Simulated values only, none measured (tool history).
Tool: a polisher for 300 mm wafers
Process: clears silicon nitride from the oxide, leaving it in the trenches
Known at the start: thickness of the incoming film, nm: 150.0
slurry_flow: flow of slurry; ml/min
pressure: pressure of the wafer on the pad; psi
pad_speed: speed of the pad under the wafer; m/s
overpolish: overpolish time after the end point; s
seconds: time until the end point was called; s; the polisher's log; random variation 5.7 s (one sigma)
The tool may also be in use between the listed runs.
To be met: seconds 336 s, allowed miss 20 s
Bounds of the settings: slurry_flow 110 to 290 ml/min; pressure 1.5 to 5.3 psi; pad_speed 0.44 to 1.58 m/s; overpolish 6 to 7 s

run  hour  slurry_flow  pressure  pad_speed  overpolish  seconds
  1     0          185       3.4          1           7   142.29
  2     4          185       3.4       0.78           7   179.48
  3   8.6          205       3.4       0.78           7   172.54
  4  14.3          200       2.8       0.76           7   221.63
  5  22.4          200       2.5       0.76           7   238.34
  6  28.8          245       2.5       0.76           7    239.2
  7  29.9          245       2.2       0.74           7   276.46
     38.1  -- head pressure recalibrated
  8  38.1          245       1.6       0.72           7   405.98
  9  44.7          245       1.7       0.72           7   382.88
 10  52.9          245       1.8       0.72           7    359.6

5 next moves are on the table. One of them brings every result within its allowed miss. Which?
  A  61.1          255         2       0.62           7        ?
  B  61.1          250       1.8        0.7           6        ?
  C  61.1          235       1.5       0.86           6        ?
  D  61.1          225       1.9       0.74           6        ?
  E  61.1          260       1.7       0.72           7        ?

move  seconds
   A   378.47
   B   373.24
   C   366.04
   D   340.43
   E   381.79
A: further off than the last run
B: further off than the last run
C: further off than the last run
D: meets every target
E: further off than the last run
Answer: D

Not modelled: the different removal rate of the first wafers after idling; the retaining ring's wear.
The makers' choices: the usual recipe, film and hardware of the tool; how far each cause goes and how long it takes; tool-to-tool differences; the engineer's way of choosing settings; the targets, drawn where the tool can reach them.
